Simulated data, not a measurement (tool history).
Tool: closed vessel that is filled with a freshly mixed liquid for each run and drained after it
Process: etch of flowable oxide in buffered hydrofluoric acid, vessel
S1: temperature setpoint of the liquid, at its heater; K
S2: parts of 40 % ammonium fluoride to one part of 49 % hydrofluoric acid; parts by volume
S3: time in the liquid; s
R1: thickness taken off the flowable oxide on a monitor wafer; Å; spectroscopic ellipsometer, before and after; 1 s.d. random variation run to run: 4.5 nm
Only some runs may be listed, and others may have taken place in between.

Run 1, day 0: S1 296.15 K, S2 11 parts by volume, S3 90 s. Result: R1 2429.6 Å.
Run 2, day 0.208: S1 297.15 K, S2 10.5 parts by volume, S3 90 s. Result: R1 2659.3 Å.
Run 3, day 0.296: S1 297.15 K, S2 10.5 parts by volume, S3 90 s. Result: R1 2673.5 Å.
Run 4, day 0.429: S1 298.15 K, S2 10 parts by volume, S3 90 s. Result: R1 2929.8 Å.
Run 5, day 0.558: S1 298.15 K, S2 10 parts by volume, S3 90 s. Result: R1 2923.9 Å.
Run 6, day 0.792: S1 298.15 K, S2 10 parts by volume, S3 100 s. Result: R1 3272.5 Å.

Run 7 has not been measured yet. What should we expect?
Run 7, day 0.975: S1 299.15 K, S2 9.5 parts by volume, S3 100 s. Result: R1 ?.

Run 7 gave R1 3560 Å.
